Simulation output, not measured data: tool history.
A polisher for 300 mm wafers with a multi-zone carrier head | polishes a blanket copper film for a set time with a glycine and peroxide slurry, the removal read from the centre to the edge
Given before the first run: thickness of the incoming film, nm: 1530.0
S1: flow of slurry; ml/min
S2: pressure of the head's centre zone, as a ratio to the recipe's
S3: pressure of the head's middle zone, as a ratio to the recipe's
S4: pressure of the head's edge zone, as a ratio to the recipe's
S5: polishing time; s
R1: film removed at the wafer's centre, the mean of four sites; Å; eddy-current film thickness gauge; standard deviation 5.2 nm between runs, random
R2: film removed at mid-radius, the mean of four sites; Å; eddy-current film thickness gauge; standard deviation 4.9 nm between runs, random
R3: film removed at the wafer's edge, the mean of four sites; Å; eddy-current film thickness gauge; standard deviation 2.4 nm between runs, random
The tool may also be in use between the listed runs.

run	day	S1	S2	S3	S4	S5	R1	R2	R3
1	0.000	145	1.00	1.00	1.00	48	2902.1	2921.1	2880.1
2	0.338	145	1.00	1.00	1.04	48	2862.0	2892.2	2943.7
3	0.488	145	1.00	0.97	1.04	48	2854.7	2792.5	2935.6
4	0.838	145	1.00	0.91	1.04	48	2887.9	2636.8	2926.0
5	0.929	145	1.00	0.91	0.99	48	2819.8	2659.6	2882.3
6	1.192	145	1.00	0.87	0.99	48	2884.9	2536.8	2893.5

The next listed run, before its measurement:
7	1.392	155	0.98	0.88	1.03	51	?	?	?

Run 7 came out at R1 3051.7 Å, R2 2818.2 Å, R3 3161.7 Å.
